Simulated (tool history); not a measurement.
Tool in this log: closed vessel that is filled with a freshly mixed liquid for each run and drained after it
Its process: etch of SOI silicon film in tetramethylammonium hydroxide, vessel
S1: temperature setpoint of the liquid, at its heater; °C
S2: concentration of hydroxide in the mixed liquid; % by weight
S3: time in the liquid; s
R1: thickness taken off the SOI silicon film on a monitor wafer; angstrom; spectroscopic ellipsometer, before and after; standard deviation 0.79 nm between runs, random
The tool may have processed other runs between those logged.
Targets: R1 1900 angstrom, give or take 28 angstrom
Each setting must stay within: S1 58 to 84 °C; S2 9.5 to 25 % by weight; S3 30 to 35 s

run    day    S1    S2  S3      R1
  1      0    71  18.5  35  2131.6
  2  0.362    71    16  35    2252
  3  0.621    71    16  35  2251.4
  4  0.967    66    16  35  1670.7
  5  1.329    66    16  30  1439.8
  6  1.546    66    16  35  1682.1
  7  1.617  66.5    16  35  1723.4
  8  1.671  66.5    16  35  1734.3
  9  1.762    67    16  35  1777.9
 10  1.938  67.5    16  35  1823.5

Below are 4 possible settings for the next run. Only one of them brings all results inside the allowed miss of their targets. Which is it?
  A  2.112    68  15.5  35   ?
  B  2.112    68  17.5  35   ?
  C  2.112  67.5  15.5  35   ?
  D  2.112  67.5  13.5  35   ?

move      R1
   A  1923.7
   B  1841.8
   C  1867.3
   D  1993.8
A: meets every target
B: moves toward the targets from the last run without getting all of them in spec
C: moves toward the targets from the last run without getting all of them in spec
D: moves the result that the last run missed by most past its target, out the other side
Move A is the one to make.
